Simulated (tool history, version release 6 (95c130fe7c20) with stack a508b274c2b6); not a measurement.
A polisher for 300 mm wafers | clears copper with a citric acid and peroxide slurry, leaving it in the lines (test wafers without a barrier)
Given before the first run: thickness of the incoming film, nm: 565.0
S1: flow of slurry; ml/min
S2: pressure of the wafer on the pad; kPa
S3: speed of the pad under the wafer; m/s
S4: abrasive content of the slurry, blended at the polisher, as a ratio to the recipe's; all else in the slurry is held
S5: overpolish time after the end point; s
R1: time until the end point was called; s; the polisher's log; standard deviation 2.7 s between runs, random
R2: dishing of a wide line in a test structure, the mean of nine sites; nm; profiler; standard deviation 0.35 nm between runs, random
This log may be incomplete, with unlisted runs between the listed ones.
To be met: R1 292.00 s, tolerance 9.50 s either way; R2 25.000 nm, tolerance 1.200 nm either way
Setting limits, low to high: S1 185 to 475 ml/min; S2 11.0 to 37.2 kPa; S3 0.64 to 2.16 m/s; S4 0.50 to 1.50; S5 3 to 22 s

run,day,S1,S2,S3,S4,S5,R1,R2
1,0.000,305,24.1,1.40,1.00,11,194.53,24.723
2,0.275,305,24.1,1.28,1.00,11,204.89,23.283
3,0.308,305,28.3,1.28,1.00,11,176.15,26.786
4,0.446,305,28.3,1.28,0.85,11,183.16,26.299
5,0.550,305,24.8,1.28,0.85,11,212.67,23.218
6,0.900,300,23.4,1.28,0.80,12,227.35,23.253
7,1.171,295,22.1,1.28,0.80,13,238.37,24.065
8,1.408,295,20.7,1.28,0.80,14,252.88,24.145
# day 1.475: slurry blender recalibrated
9,1.475,295,20.0,1.28,0.80,15,246.64,26.963
10,1.546,290,18.6,1.28,0.80,15,263.80,24.674
11,1.858,290,18.6,1.28,0.80,15,263.60,25.195
12,2.142,290,17.9,1.28,0.80,15,271.71,23.860
13,2.183,285,17.2,1.28,0.80,15,283.02,22.604

Consider the 5 candidate settings below. Which is the only one whose results all fall within their allowed miss of target?
A,2.225,260,16.5,1.28,0.85,17,?,?
B,2.225,310,15.2,1.34,0.80,14,?,?
C,2.225,270,15.2,1.26,1.00,18,?,?
D,2.225,280,17.2,1.38,0.85,17,?,?
E,2.225,195,19.3,1.18,0.75,13,?,?

move,R1,R2
A,293.56,24.667
B,307.13,19.875
C,309.73,24.666
D,265.33,26.982
E,286.90,19.902
A: each result inside its tolerance
B: misses by more than the last run did
C: corrects the largest miss of the last run, while another result sits out of spec
D: pushes the last run's worst result past its target
E: misses by more than the last run did
A is the move that brings every result within its allowed miss.
